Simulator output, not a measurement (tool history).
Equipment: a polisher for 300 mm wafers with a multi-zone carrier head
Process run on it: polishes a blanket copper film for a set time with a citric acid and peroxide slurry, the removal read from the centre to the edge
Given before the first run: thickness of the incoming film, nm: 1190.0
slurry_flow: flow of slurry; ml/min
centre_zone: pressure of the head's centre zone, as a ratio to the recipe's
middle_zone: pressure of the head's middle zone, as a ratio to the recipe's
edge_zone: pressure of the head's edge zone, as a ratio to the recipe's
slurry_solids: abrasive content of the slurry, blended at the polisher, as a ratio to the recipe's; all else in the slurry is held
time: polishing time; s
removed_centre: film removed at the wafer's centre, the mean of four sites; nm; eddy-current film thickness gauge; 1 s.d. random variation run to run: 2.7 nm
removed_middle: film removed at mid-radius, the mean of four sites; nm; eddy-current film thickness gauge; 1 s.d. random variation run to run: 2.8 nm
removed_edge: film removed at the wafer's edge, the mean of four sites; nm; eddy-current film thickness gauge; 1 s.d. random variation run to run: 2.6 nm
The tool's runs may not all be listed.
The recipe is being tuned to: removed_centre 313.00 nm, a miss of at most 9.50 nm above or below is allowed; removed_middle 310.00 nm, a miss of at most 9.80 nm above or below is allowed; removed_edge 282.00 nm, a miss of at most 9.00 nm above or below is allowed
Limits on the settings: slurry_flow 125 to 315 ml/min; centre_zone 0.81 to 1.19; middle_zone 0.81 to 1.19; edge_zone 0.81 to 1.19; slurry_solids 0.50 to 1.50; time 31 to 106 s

run	day	slurry_flow	centre_zone	middle_zone	edge_zone	slurry_solids	time	removed_centre	removed_middle	removed_edge
1	0.000	205	1.00	1.00	1.00	1.00	68	194.39	198.58	194.52
2	0.179	215	1.03	1.03	1.03	1.10	71	213.64	220.29	209.12
3	0.525	220	1.06	1.04	1.05	1.20	74	235.99	236.78	229.25
4	0.867	220	1.03	1.04	1.05	1.20	74	232.07	235.83	229.79
5	0.938	240	1.03	1.04	1.05	1.20	74	233.17	237.12	231.51
6	1.271	240	1.03	1.04	1.05	1.20	61	194.19	197.50	194.10
7	1.325	250	1.06	1.07	1.07	1.25	65	214.97	216.57	212.97
8	1.621	255	1.08	1.09	1.07	1.30	68	230.10	238.16	219.37
9	1.988	260	1.10	1.10	1.09	1.35	70	243.12	246.40	231.02
10	2.029	265	1.12	1.11	1.10	1.40	72	255.78	260.38	239.85
11	2.083	270	1.13	1.11	1.11	1.40	74	267.00	269.09	249.88
12	2.129	275	1.14	1.12	1.12	1.40	75	275.57	272.79	253.02
13	2.438	280	1.15	1.13	1.13	1.40	76	275.75	279.05	259.67
14	2.717	285	1.16	1.13	1.13	1.40	77	286.34	281.78	265.36
15	2.996	290	1.17	1.14	1.13	1.40	78	295.71	289.10	265.59
16	3.171	290	1.17	1.14	1.14	1.40	78	291.71	289.37	266.36
17	3.354	295	1.18	1.15	1.14	1.45	79	302.31	301.63	269.34
18	3.608	295	1.18	1.15	1.15	1.45	79	305.28	294.18	275.47
19	3.783	295	1.18	1.16	1.15	1.45	79	303.64	299.97	273.18

Exactly one of the 4 candidate moves below puts every result within its allowed miss. Which one?
A	3.958	265	1.19	1.17	1.04	1.25	83	?	?	?
B	3.958	275	1.16	1.13	1.09	1.45	83	?	?	?
C	3.958	275	1.09	1.19	1.12	1.50	78	?	?	?
D	3.958	310	1.14	1.12	1.18	1.35	80	?	?	?

move	removed_centre	removed_middle	removed_edge
A	303.09	299.27	264.01
B	309.33	302.89	281.70
C	278.26	300.29	270.51
D	292.43	288.02	280.36
A: its largest miss is bigger than the last run's
B: meets every target
C: the furthest-off result lands on target, but another misses its tolerance
D: its largest miss is bigger than the last run's
B meets every target.
